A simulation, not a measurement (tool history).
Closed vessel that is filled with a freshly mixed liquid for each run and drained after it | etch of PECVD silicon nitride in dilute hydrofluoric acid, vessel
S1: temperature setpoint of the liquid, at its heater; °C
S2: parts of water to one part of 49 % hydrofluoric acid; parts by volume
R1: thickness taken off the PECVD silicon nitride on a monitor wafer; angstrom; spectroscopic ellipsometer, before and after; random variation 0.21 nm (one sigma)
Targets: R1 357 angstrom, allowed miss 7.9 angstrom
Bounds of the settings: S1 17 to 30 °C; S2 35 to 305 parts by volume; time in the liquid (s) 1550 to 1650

Run 1, hour 0: S1 22 °C, S2 170 parts by volume, time in the liquid (s) 1550. Result: R1 245.78 angstrom.
Run 2, hour 8.6: S1 22 °C, S2 170 parts by volume, time in the liquid (s) 1650. Result: R1 259.91 angstrom.
Run 3, hour 12.4: S1 22 °C, S2 170 parts by volume, time in the liquid (s) 1650. Result: R1 260.06 angstrom.
Run 4, hour 15.8: S1 23.5 °C, S2 170 parts by volume, time in the liquid (s) 1650. Result: R1 285.72 angstrom.
Run 5, hour 18.1: S1 23.5 °C, S2 120 parts by volume, time in the liquid (s) 1650. Result: R1 407.2 angstrom.
Run 6, hour 22.4: S1 23 °C, S2 120 parts by volume, time in the liquid (s) 1650. Result: R1 389.19 angstrom.
Run 7, hour 28: S1 22.5 °C, S2 120 parts by volume, time in the liquid (s) 1650. Result: R1 376.35 angstrom.
Run 8, hour 36.9: S1 22 °C, S2 120 parts by volume, time in the liquid (s) 1650. Result: R1 367.31 angstrom.

Which of these 4 next moves meets every target?
Run A, hour 45.8: S1 22 °C, S2 115 parts by volume, time in the liquid (s) 1650. Result: R1 ?.
Run B, hour 45.8: S1 22 °C, S2 110 parts by volume, time in the liquid (s) 1650. Result: R1 ?.
Run C, hour 45.8: S1 22.5 °C, S2 120 parts by volume, time in the liquid (s) 1650. Result: R1 ?.
Run D, hour 45.8: S1 21 °C, S2 115 parts by volume, time in the liquid (s) 1635. Result: R1 ?.

move      R1
   A  382.05
   B  399.09
   C  378.76
   D   354.1
A: further off than the last run
B: further off than the last run
C: further off than the last run
D: meets every target
The right move is D.
